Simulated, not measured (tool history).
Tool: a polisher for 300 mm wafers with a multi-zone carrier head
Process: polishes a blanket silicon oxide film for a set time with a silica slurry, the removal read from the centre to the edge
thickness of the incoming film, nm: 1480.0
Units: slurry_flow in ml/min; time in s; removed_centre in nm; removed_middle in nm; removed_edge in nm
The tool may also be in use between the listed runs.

Run 1, hour 0.0: slurry_flow 195 ml/min, centre_zone 1.00, middle_zone 1.00, edge_zone 1.00, slurry_solids 1.00, time 67 s. Result: removed_centre 275.13 nm, removed_middle 287.40 nm, removed_edge 283.95 nm.
Run 2, hour 1.1: slurry_flow 205 ml/min, centre_zone 1.04, middle_zone 0.99, edge_zone 1.04, slurry_solids 1.15, time 68 s. Result: removed_centre 316.55 nm, removed_middle 306.55 nm, removed_edge 313.84 nm.
Run 3, hour 6.6: slurry_flow 205 ml/min, centre_zone 1.10, middle_zone 0.99, edge_zone 1.04, slurry_solids 1.15, time 68 s. Result: removed_centre 334.37 nm, removed_middle 307.29 nm, removed_edge 313.15 nm.
Run 4, hour 7.7: slurry_flow 210 ml/min, centre_zone 1.10, middle_zone 0.99, edge_zone 1.08, slurry_solids 1.25, time 68 s. Result: removed_centre 346.75 nm, removed_middle 315.48 nm, removed_edge 326.44 nm.
Run 5, hour 11.5: slurry_flow 210 ml/min, centre_zone 1.10, middle_zone 0.99, edge_zone 1.08, slurry_solids 1.10, time 68 s. Result: removed_centre 337.99 nm, removed_middle 302.30 nm, removed_edge 315.56 nm.
Run 6, hour 17.6: slurry_flow 210 ml/min, centre_zone 1.10, middle_zone 0.99, edge_zone 1.08, slurry_solids 1.20, time 68 s. Result: removed_centre 342.83 nm, removed_middle 313.36 nm, removed_edge 321.63 nm.

Forecast run 7:
Run 7, hour 19.1: slurry_flow 235 ml/min, centre_zone 1.15, middle_zone 0.93, edge_zone 1.18, slurry_solids 1.45, time 73 s. Result: removed_centre ?, removed_middle ?, removed_edge ?.

{"run 7": {"removed_centre": 412.88, "removed_middle": 343.17, "removed_edge": 384.67}}
